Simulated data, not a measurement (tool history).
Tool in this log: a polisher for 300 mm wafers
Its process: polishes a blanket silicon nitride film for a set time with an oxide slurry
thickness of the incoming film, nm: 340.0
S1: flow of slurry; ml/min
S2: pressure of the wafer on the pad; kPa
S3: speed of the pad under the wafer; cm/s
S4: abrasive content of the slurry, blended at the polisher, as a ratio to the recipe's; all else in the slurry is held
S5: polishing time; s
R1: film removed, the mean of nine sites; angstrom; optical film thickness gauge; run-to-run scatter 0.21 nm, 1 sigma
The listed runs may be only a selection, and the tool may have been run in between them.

{"run": 1, "day": 0.0, "S1": 255, "S2": 19.3, "S3": 116, "S4": 1.0, "S5": 55, "R1": 291.83}
{"run": 2, "day": 0.25, "S1": 255, "S2": 17.2, "S3": 112, "S4": 1.0, "S5": 55, "R1": 251.91}
{"run": 3, "day": 0.488, "S1": 255, "S2": 15.9, "S3": 110, "S4": 1.0, "S5": 55, "R1": 235.59}
{"run": 4, "day": 0.754, "S1": 255, "S2": 14.5, "S3": 106, "S4": 1.0, "S5": 55, "R1": 212.62}
{"day": 0.929, "done": "worn pad replaced by a new one"}
{"run": 5, "day": 0.929, "S1": 280, "S2": 14.5, "S3": 106, "S4": 1.0, "S5": 55, "R1": 229.18}
{"run": 6, "day": 1.175, "S1": 260, "S2": 13.8, "S3": 106, "S4": 1.0, "S5": 55, "R1": 217.81}
{"run": 7, "day": 1.488, "S1": 255, "S2": 9.0, "S3": 82, "S4": 0.95, "S5": 55, "R1": 116.19}
{"run": 8, "day": 1.529, "S1": 270, "S2": 9.0, "S3": 82, "S4": 0.95, "S5": 55, "R1": 117.47}
{"run": 9, "day": 1.804, "S1": 270, "S2": 9.0, "S3": 82, "S4": 0.95, "S5": 55, "R1": 116.84}

Predict the results of run 10:
{"run": 10, "day": 1.962, "S1": 275, "S2": 9.7, "S3": 82, "S4": 0.95, "S5": 55, "R1": "?"}

{"run 10": {"R1": 123.59}}
